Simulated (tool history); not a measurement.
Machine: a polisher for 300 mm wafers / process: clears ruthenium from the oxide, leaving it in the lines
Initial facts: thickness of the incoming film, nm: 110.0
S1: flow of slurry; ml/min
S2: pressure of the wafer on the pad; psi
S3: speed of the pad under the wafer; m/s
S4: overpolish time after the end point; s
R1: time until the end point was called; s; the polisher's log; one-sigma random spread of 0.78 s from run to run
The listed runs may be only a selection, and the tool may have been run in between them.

run 1 hour=0.0 | S1=200 S2=2.6 S3=1.16 S4=23 | R1=80.133
run 2 hour=1.6 | S1=200 S2=2.6 S3=1.16 S4=25 | R1=80.739
run 3 hour=2.6 | S1=200 S2=2.8 S3=1.16 S4=25 | R1=76.297
run 4 hour=5.4 | S1=200 S2=2.8 S3=0.96 S4=25 | R1=90.371
run 5 hour=6.4 | S1=200 S2=3.1 S3=0.98 S4=25 | R1=80.810
run 6 hour=11.1 | S1=200 S2=3.3 S3=1.00 S4=25 | R1=73.733
run 7 hour=18.0 | S1=200 S2=3.5 S3=1.00 S4=25 | R1=69.477
run 8 hour=25.5 | S1=200 S2=3.6 S3=1.00 S4=25 | R1=67.904
run 9 hour=31.6 | S1=200 S2=3.7 S3=1.00 S4=25 | R1=68.054

For run 10, what comes out?
run 10 hour=36.8 | S1=200 S2=3.8 S3=1.02 S4=25 | R1=?

{"run 10": {"R1": 62.445}}
